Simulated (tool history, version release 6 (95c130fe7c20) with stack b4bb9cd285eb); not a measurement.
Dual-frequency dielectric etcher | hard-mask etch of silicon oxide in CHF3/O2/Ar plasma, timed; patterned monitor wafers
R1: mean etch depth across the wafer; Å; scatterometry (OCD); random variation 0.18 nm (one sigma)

Run 1, hour 0.0: source power (kW) 0.660, bias power (kW) 0.224, etch time (s) 27.0. Result: R1 642.89 Å.
Run 2, hour 0.6: source power (kW) 0.720, bias power (kW) 0.224, etch time (s) 27.0. Result: R1 664.60 Å.
Run 3, hour 1.3: source power (kW) 0.670, bias power (kW) 0.211, etch time (s) 27.0. Result: R1 629.62 Å.
Run 4, hour 6.6: source power (kW) 0.630, bias power (kW) 0.203, etch time (s) 27.0. Result: R1 608.85 Å.
Run 5, hour 8.4: source power (kW) 0.630, bias power (kW) 0.203, etch time (s) 28.5. Result: R1 640.93 Å.
Run 6, hour 11.6: source power (kW) 0.630, bias power (kW) 0.203, etch time (s) 28.5. Result: R1 643.06 Å.
Run 7, hour 17.5: source power (kW) 0.590, bias power (kW) 0.192, etch time (s) 28.5. Result: R1 611.82 Å.
Run 8, hour 19.1: source power (kW) 0.560, bias power (kW) 0.185, etch time (s) 28.5. Result: R1 592.91 Å.

Run 9 has not been measured yet. What should we expect?
Run 9, hour 24.6: source power (kW) 0.530, bias power (kW) 0.179, etch time (s) 28.5. Result: R1 ?.

R1: 574.57 Å
